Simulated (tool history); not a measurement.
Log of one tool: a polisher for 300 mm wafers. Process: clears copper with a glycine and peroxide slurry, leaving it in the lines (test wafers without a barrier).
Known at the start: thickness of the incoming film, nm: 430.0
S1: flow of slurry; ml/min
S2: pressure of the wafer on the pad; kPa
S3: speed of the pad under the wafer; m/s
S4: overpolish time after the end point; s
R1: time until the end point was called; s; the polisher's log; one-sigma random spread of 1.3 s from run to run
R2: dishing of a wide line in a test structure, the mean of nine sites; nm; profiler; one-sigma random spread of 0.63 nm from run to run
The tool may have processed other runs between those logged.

| run | hour | S1 | S2 | S3 | S4 | R1 | R2 |
|---|---|---|---|---|---|---|---|
| 1 | 0 | 265 | 20 | 0.9 | 19 | 72.713 | 68.647 |
| 2 | 2.1 | 265 | 20 | 0.72 | 19 | 88.841 | 59.73 |
| 3 | 8.7 | 265 | 20.7 | 0.72 | 18 | 85.139 | 58.571 |
| 4 | 12.9 | 265 | 20.7 | 0.72 | 11 | 84.519 | 39.159 |
| 5 | 16.5 | 265 | 20.7 | 0.92 | 11 | 70.823 | 45.452 |
| 6 | 21.2 | 265 | 20.7 | 0.92 | 19 | 72.274 | 70.667 |
| 7 | 24 | 265 | 20.7 | 0.92 | 18 | 71.31 | 67.401 |
| 8 | 29.8 | 265 | 20.7 | 0.92 | 18 | 69.75 | 66.948 |

Run 9 has not been measured yet. What should we expect?
| 9 | 30.7 | 265 | 20.7 | 0.92 | 17 | ? | ? |

{"run 9": {"R1": 69.098, "R2": 64.834}}
